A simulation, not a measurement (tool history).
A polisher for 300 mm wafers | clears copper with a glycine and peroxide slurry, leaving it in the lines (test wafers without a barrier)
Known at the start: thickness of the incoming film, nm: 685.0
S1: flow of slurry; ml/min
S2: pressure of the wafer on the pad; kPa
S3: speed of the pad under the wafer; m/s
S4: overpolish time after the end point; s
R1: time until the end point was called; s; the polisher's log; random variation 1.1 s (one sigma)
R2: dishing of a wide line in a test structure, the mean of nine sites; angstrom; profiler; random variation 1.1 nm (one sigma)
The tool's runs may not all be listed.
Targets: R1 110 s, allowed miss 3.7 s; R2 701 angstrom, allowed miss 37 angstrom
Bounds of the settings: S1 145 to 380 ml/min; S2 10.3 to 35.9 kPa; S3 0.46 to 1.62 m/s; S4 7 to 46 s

{"run": 1, "hour": 0.0, "S1": 245, "S2": 22.8, "S3": 1.04, "S4": 24, "R1": 128.49, "R2": 803.23}
{"run": 2, "hour": 1.7, "S1": 250, "S2": 23.4, "S3": 1.04, "S4": 22, "R1": 122.73, "R2": 800.83}
{"run": 3, "hour": 6.5, "S1": 250, "S2": 20, "S3": 1.04, "S4": 22, "R1": 140.16, "R2": 721.03}
{"run": 4, "hour": 7.6, "S1": 250, "S2": 20, "S3": 1.04, "S4": 29, "R1": 140.13, "R2": 884.06}
{"run": 5, "hour": 15.0, "S1": 255, "S2": 21.4, "S3": 1.04, "S4": 26, "R1": 132.28, "R2": 853.5}
{"run": 6, "hour": 24.0, "S1": 255, "S2": 24.1, "S3": 1.04, "S4": 26, "R1": 119.99, "R2": 907.76}
{"run": 7, "hour": 27.9, "S1": 260, "S2": 24.8, "S3": 1.04, "S4": 23, "R1": 115.91, "R2": 836.21}
{"run": 8, "hour": 35.2, "S1": 270, "S2": 24.8, "S3": 1.04, "S4": 21, "R1": 119.18, "R2": 785.28}

4 next moves are on the table. One of them brings every result within its allowed miss. Which?
{"run": "A", "hour": 42.5, "S1": 310, "S2": 24.1, "S3": 1.04, "S4": 18, "R1": "?", "R2": "?"}
{"run": "B", "hour": 42.5, "S1": 250, "S2": 22.1, "S3": 1.22, "S4": 20, "R1": "?", "R2": "?"}
{"run": "C", "hour": 42.5, "S1": 315, "S2": 21.4, "S3": 1.28, "S4": 17, "R1": "?", "R2": "?"}
{"run": "D", "hour": 42.5, "S1": 255, "S2": 27.6, "S3": 1, "S4": 20, "R1": "?", "R2": "?"}

move=A R1=119.49 R2=722.68
move=B R1=115 R2=796.14
move=C R1=110.73 R2=724.48
move=D R1=112.34 R2=823.7
A: as far off as the last run
B: as far off as the last run
C: meets every target
D: brings the result that was furthest off to its target, and leaves another outside
Answer: C

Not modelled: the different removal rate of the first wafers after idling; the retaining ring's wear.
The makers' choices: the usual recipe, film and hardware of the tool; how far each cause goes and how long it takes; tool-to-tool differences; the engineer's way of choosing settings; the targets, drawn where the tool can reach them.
